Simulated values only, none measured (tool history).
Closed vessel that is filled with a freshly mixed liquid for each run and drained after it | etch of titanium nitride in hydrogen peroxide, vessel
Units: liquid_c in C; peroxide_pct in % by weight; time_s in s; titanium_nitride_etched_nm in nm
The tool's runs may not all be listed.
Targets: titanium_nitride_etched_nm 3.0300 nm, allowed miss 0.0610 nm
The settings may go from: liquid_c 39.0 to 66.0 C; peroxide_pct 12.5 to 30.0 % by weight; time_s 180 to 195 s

run    day  liquid_c  peroxide_pct  time_s  titanium_nitride_etched_nm
  1  0.000      55.0          24.5     180                      6.8447
  2  0.058      55.0          28.0     180                      7.1164
  3  0.117      52.5          28.0     180                      5.9378
  4  0.246      52.5          28.0     195                      6.4528
  5  0.362      52.5          30.0     195                      6.5261
  6  0.688      49.0          30.0     195                      5.0979
  7  1.038      46.5          30.0     195                      4.2258
  8  1.304      41.0          30.0     195                      2.8022
  9  1.362      41.5          30.0     195                      2.8880

4 next moves are on the table. One of them brings every result within its allowed miss. Which?
  A  1.421      42.5          29.5     195                           ?
  B  1.421      43.0          25.0     190                           ?
  C  1.421      43.0          28.0     190                           ?
  D  1.421      42.0          26.5     185                           ?

move  titanium_nitride_etched_nm
   A                      3.1080
   B                      3.0325
   C                      3.1089
   D                      2.7726
A: takes the result that was furthest off past its target
B: meets every target
C: takes the result that was furthest off past its target
D: further off than the last run
Answer: B
